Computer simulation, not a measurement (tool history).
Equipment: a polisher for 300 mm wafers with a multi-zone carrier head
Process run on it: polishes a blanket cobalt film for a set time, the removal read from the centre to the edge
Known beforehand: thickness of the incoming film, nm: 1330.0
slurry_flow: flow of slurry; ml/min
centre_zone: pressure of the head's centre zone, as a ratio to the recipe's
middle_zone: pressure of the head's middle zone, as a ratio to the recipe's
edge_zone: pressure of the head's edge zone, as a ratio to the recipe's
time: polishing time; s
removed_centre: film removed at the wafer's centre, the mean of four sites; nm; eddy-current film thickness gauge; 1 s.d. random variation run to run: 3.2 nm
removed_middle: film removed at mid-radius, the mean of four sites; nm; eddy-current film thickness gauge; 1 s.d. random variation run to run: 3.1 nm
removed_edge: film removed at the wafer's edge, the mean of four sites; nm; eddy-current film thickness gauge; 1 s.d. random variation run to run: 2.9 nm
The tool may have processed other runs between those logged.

Run 1, hour 0.0: slurry_flow 185 ml/min, centre_zone 1.00, middle_zone 1.00, edge_zone 1.00, time 86 s. Result: removed_centre 275.43 nm, removed_middle 281.67 nm, removed_edge 274.32 nm.
Run 2, hour 8.3: slurry_flow 185 ml/min, centre_zone 0.99, middle_zone 0.99, edge_zone 0.99, time 84 s. Result: removed_centre 275.05 nm, removed_middle 271.69 nm, removed_edge 275.94 nm.
Run 3, hour 16.3: slurry_flow 180 ml/min, centre_zone 0.99, middle_zone 1.00, edge_zone 0.99, time 82 s. Result: removed_centre 269.05 nm, removed_middle 266.80 nm, removed_edge 259.91 nm.
Run 4, hour 19.0: slurry_flow 175 ml/min, centre_zone 0.98, middle_zone 1.00, edge_zone 0.99, time 81 s. Result: removed_centre 249.41 nm, removed_middle 260.99 nm, removed_edge 266.75 nm.
Run 5, hour 27.6: slurry_flow 175 ml/min, centre_zone 1.02, middle_zone 1.00, edge_zone 0.99, time 81 s. Result: removed_centre 262.33 nm, removed_middle 257.37 nm, removed_edge 261.01 nm.
Run 6, hour 34.3: slurry_flow 175 ml/min, centre_zone 1.02, middle_zone 1.00, edge_zone 0.99, time 67 s. Result: removed_centre 216.41 nm, removed_middle 213.72 nm, removed_edge 218.55 nm.
Run 7, hour 35.5: slurry_flow 175 ml/min, centre_zone 1.02, middle_zone 1.00, edge_zone 0.99, time 67 s. Result: removed_centre 217.74 nm, removed_middle 213.44 nm, removed_edge 214.31 nm.

Forecast run 8:
Run 8, hour 43.6: slurry_flow 175 ml/min, centre_zone 1.01, middle_zone 1.00, edge_zone 0.99, time 67 s. Result: removed_centre ?, removed_middle ?, removed_edge ?.

Run 8 came out at removed_centre 209.10 nm, removed_middle 215.02 nm, removed_edge 216.73 nm.
